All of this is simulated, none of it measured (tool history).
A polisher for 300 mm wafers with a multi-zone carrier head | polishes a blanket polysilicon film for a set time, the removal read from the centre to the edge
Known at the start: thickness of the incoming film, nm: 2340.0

run	day	flow of slurry (ml/min)	pressure of the head's centre zone	pressure of the head's middle zone	pressure of the head's edge zone	polishing time (s)	film removed at the wafer's centre (angstrom)	film removed at mid-radius (angstrom)	film removed at the wafer's edge (angstrom)
1	0	285	1	1	1	35	2463.6	2482.6	2456.5
2	0.079	285	1	0.92	1	35	2440.7	2286.6	2453.2
3	0.217	285	1	0.92	1	30	2105	1973.2	2104.8
4	0.392	355	1	0.92	1	30	2127.4	2052.7	2130
5	0.433	365	0.98	0.96	1.02	32	2247.6	2249.9	2300.3
6	0.7	370	0.96	1	1.04	34	2392.9	2454.3	2494.8
7	0.888	375	0.94	1.04	1.05	35	2336.5	2590.1	2556.2
8	1.196	375	0.94	1.07	1.06	36	2413.3	2779.6	2668.8

The next listed run, before its measurement:
9	1.221	375	0.94	1.07	1.06	36	?	?	?

Run 9 gave film removed at the wafer's centre (angstrom) 2434, film removed at mid-radius (angstrom) 2793.8, film removed at the wafer's edge (angstrom) 2627.5.
